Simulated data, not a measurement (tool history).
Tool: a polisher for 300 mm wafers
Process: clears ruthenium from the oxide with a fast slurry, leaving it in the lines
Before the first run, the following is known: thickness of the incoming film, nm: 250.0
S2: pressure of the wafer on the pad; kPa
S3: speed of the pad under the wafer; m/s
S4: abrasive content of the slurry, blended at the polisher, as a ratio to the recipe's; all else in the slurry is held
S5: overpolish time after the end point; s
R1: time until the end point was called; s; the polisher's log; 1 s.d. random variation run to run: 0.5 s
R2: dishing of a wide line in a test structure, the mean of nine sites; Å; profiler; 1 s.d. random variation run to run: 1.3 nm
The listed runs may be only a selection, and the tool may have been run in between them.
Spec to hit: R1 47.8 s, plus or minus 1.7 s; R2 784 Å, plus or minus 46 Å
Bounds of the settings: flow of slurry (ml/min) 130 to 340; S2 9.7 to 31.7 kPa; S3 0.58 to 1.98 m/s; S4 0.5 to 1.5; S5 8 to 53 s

{"run": 1, "hour": 0.0, "flow of slurry (ml/min)": 220, "S2": 20.7, "S3": 1.28, "S4": 1, "S5": 27, "R1": 38.282, "R2": 1034.3}
{"run": 2, "hour": 7.3, "flow of slurry (ml/min)": 220, "S2": 20, "S3": 1.28, "S4": 1, "S5": 26, "R1": 39.566, "R2": 974.61}
{"run": 3, "hour": 16.3, "flow of slurry (ml/min)": 185, "S2": 20, "S3": 1.28, "S4": 1, "S5": 26, "R1": 40.798, "R2": 950.33}
{"run": 4, "hour": 18.2, "flow of slurry (ml/min)": 185, "S2": 20, "S3": 1.54, "S4": 1, "S5": 26, "R1": 33.53, "R2": 1087.1}
{"run": 5, "hour": 25.0, "flow of slurry (ml/min)": 185, "S2": 19.3, "S3": 1.54, "S4": 1, "S5": 26, "R1": 35.174, "R2": 1058.4}
{"run": 6, "hour": 27.7, "flow of slurry (ml/min)": 185, "S2": 18.6, "S3": 1.54, "S4": 1, "S5": 26, "R1": 35.886, "R2": 1078.1}
{"run": 7, "hour": 32.0, "flow of slurry (ml/min)": 185, "S2": 17.9, "S3": 1.54, "S4": 1, "S5": 25, "R1": 37.125, "R2": 976.52}
{"run": 8, "hour": 33.4, "flow of slurry (ml/min)": 185, "S2": 17.2, "S3": 1.54, "S4": 1, "S5": 25, "R1": 38.783, "R2": 972.44}
{"run": 9, "hour": 36.9, "flow of slurry (ml/min)": 185, "S2": 12.4, "S3": 1.52, "S4": 1, "S5": 21, "R1": 48.625, "R2": 703.22}

Next run, 5 choices. One meets every target within its allowed miss, the rest don't. Which?
{"run": "A", "hour": 40.4, "flow of slurry (ml/min)": 185, "S2": 11.7, "S3": 1.7, "S4": 1.05, "S5": 17, "R1": "?", "R2": "?"}
{"run": "B", "hour": 40.4, "flow of slurry (ml/min)": 170, "S2": 12.4, "S3": 1.48, "S4": 1.05, "S5": 19, "R1": "?", "R2": "?"}
{"run": "C", "hour": 40.4, "flow of slurry (ml/min)": 190, "S2": 15.9, "S3": 1.54, "S4": 0.9, "S5": 21, "R1": "?", "R2": "?"}
{"run": "D", "hour": 40.4, "flow of slurry (ml/min)": 155, "S2": 16.5, "S3": 1.22, "S4": 1.15, "S5": 18, "R1": "?", "R2": "?"}
{"run": "E", "hour": 40.4, "flow of slurry (ml/min)": 210, "S2": 15.9, "S3": 1.14, "S4": 1.2, "S5": 23, "R1": "?", "R2": "?"}

move=A R1=44.489 R2=647.11
move=B R1=49.561 R2=648.84
move=C R1=43.62 R2=777.92
move=D R1=46.901 R2=649.42
move=E R1=48.535 R2=768.44
A: moves away from the targets compared with the last run
B: moves away from the targets compared with the last run
C: corrects the largest miss of the last run, while another result sits out of spec
D: moves away from the targets compared with the last run
E: all results land within tolerance of their targets
The move that meets every target is E.
